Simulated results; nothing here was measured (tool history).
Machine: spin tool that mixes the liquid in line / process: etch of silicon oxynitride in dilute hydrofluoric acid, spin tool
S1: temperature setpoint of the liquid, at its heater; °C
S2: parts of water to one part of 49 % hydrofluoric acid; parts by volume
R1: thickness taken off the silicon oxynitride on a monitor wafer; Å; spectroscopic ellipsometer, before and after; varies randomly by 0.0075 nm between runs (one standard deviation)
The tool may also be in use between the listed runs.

{"run": 1, "hour": 0.0, "S1": 24.0, "S2": 100, "time under the liquid (s)": 65, "R1": 12.106}
{"run": 2, "hour": 4.2, "S1": 24.0, "S2": 130, "time under the liquid (s)": 65, "R1": 9.0558}
{"run": 3, "hour": 6.7, "S1": 24.0, "S2": 130, "time under the liquid (s)": 65, "R1": 9.0171}
{"run": 4, "hour": 11.1, "S1": 22.5, "S2": 130, "time under the liquid (s)": 65, "R1": 8.4397}
{"run": 5, "hour": 12.5, "S1": 22.5, "S2": 100, "time under the liquid (s)": 65, "R1": 10.824}
{"run": 6, "hour": 16.7, "S1": 25.5, "S2": 100, "time under the liquid (s)": 65, "R1": 12.619}
{"run": 7, "hour": 17.4, "S1": 23.0, "S2": 110, "time under the liquid (s)": 65, "R1": 10.131}
{"run": 8, "hour": 20.8, "S1": 21.0, "S2": 115, "time under the liquid (s)": 65, "R1": 8.766}

For run 9, what comes out?
{"run": 9, "hour": 25.4, "S1": 20.0, "S2": 115, "time under the liquid (s)": 65, "R1": "?"}

{"run 9": {"R1": 8.5279}}
